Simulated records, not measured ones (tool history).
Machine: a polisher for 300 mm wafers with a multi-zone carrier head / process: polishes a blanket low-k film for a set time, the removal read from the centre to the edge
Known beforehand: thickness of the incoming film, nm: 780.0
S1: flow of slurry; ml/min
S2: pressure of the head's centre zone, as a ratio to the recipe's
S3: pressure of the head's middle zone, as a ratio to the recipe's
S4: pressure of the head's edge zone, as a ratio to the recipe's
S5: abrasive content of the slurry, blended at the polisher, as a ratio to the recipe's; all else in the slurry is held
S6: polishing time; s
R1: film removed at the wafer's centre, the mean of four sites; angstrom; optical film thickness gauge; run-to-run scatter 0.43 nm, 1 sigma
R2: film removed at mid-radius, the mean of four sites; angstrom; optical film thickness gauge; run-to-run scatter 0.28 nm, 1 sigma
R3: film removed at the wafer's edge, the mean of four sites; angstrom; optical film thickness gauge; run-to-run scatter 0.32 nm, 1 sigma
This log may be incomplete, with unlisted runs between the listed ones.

run	hour	S1	S2	S3	S4	S5	S6	R1	R2	R3
1	0.0	200	1.00	1.00	1.00	1.00	83	362.62	360.90	354.37
2	3.3	200	1.00	1.00	1.00	1.00	100	447.72	429.52	419.05
3	12.2	195	1.00	1.00	0.99	1.00	100	444.34	436.99	416.14
4	14.9	195	1.00	1.00	0.99	1.20	100	487.96	472.28	456.40
5	23.7	195	1.00	1.00	1.05	1.20	100	474.73	471.17	469.52
6	28.8	195	1.00	1.03	1.05	1.20	100	467.89	481.67	463.83
7	31.8	190	0.99	1.02	1.03	1.15	100	466.04	464.58	455.61
8	33.6	190	0.98	1.02	1.01	1.10	100	446.45	461.56	446.87
9	36.4	150	1.03	0.94	0.91	0.90	99	413.01	381.35	380.49
10	41.3	155	1.03	0.95	0.91	0.90	99	419.91	384.83	381.60
11	48.0	160	1.02	0.96	0.91	0.90	99	410.71	386.65	375.94
12	54.7	165	1.02	0.97	0.92	0.90	99	428.60	393.22	381.13

Run 13 has not been measured yet. What should we expect?
# hour 62.0: edge zone pressure recalibrated
13	62.0	165	1.01	0.97	0.93	0.90	99	?	?	?

For run 13 the tool returned R1 417.12 angstrom, R2 392.25 angstrom, R3 391.56 angstrom.

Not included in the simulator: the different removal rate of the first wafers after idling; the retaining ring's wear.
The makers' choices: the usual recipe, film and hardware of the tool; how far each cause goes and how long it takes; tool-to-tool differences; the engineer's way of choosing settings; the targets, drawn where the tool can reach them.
